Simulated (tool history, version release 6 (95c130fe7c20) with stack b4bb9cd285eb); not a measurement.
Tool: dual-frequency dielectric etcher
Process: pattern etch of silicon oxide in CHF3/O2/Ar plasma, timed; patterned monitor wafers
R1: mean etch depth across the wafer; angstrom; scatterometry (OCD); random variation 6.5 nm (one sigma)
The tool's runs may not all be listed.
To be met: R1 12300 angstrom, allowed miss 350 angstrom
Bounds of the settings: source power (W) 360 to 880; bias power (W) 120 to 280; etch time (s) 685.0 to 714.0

run 1 day=0.000 | source_power_(W)=620 bias_power_(W)=200 etch_time_(s)=685.0 | R1=14428
run 2 day=0.112 | source_power_(W)=720 bias_power_(W)=200 etch_time_(s)=685.0 | R1=15266
run 3 day=0.271 | source_power_(W)=680 bias_power_(W)=194 etch_time_(s)=685.0 | R1=14834
run 4 day=0.550 | source_power_(W)=640 bias_power_(W)=189 etch_time_(s)=685.0 | R1=14435
run 5 day=0.900 | source_power_(W)=640 bias_power_(W)=189 etch_time_(s)=714.0 | R1=15073
run 6 day=1.271 | source_power_(W)=710 bias_power_(W)=189 etch_time_(s)=714.0 | R1=15597
run 7 day=1.312 | source_power_(W)=680 bias_power_(W)=180 etch_time_(s)=710.5 | R1=14955
run 8 day=1.504 | source_power_(W)=650 bias_power_(W)=174 etch_time_(s)=709.0 | R1=14549
run 9 day=1.700 | source_power_(W)=620 bias_power_(W)=169 etch_time_(s)=707.5 | R1=14165
run 10 day=1.900 | source_power_(W)=590 bias_power_(W)=165 etch_time_(s)=706.5 | R1=13833
run 11 day=2.088 | source_power_(W)=570 bias_power_(W)=162 etch_time_(s)=705.5 | R1=13524
run 12 day=2.158 | source_power_(W)=550 bias_power_(W)=160 etch_time_(s)=705.0 | R1=13179
run 13 day=2.362 | source_power_(W)=540 bias_power_(W)=159 etch_time_(s)=704.5 | R1=13038

4 next moves are on the table. One of them brings every result within its allowed miss. Which?
run A day=2.567 | source_power_(W)=550 bias_power_(W)=177 etch_time_(s)=705.5 | R1=?
run B day=2.567 | source_power_(W)=630 bias_power_(W)=137 etch_time_(s)=688.5 | R1=?
run C day=2.567 | source_power_(W)=480 bias_power_(W)=171 etch_time_(s)=685.0 | R1=?
run D day=2.567 | source_power_(W)=700 bias_power_(W)=134 etch_time_(s)=685.0 | R1=?

move=A R1=13592
move=B R1=13054
move=C R1=12346
move=D R1=13488
A: further off than the last run
B: as far off as the last run
C: meets every target
D: further off than the last run
The right move is C.

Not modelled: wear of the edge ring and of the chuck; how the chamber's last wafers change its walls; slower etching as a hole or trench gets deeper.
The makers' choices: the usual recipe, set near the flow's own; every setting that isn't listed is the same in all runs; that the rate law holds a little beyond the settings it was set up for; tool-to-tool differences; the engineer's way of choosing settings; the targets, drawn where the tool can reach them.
